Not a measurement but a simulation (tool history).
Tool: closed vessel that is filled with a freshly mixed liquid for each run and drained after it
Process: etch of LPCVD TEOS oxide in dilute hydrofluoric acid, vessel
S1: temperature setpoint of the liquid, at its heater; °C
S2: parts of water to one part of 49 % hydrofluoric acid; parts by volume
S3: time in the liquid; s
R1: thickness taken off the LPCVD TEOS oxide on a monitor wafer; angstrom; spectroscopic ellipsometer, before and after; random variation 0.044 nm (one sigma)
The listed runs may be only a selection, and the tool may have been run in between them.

run  hour    S1   S2   S3      R1
  1   0.0  21.0  250  205  211.43
  2   1.4  21.0  210  205  260.86
  3   6.6  21.0  210  205  261.37
  4   8.2  20.5  230  205  228.12
  5  11.8  20.5  230  220  246.50
  6  18.8  17.5  230  220  219.78

What will run 7 give?
  7  20.0  17.0  330  220   ?

Logged for run 7: R1 138.32 angstrom.
